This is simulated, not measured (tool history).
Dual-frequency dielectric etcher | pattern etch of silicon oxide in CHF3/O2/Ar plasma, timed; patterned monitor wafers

| run | hour | source power (kW) | bias power (kW) | etch time (s) | mean etch depth across the wafer (angstrom) |
|---|---|---|---|---|---|
| 1 | 0.0 | 0.870 | 0.208 | 362.0 | 8645.5 |
| 2 | 1.9 | 0.870 | 0.208 | 328.5 | 7831.5 |
| 3 | 4.3 | 0.800 | 0.203 | 328.5 | 7399.6 |
| 4 | 7.2 | 0.780 | 0.202 | 328.5 | 7272.6 |
| 5 | 12.3 | 0.760 | 0.201 | 328.5 | 7261.6 |
| 6 | 20.0 | 0.760 | 0.221 | 328.5 | 7624.0 |
| 7 | 23.9 | 0.720 | 0.220 | 328.5 | 7427.7 |

Forecast run 8:
| 8 | 30.7 | 0.600 | 0.212 | 328.5 | ? |

{"run 8": {"mean etch depth across the wafer (angstrom)": 6681.5}}
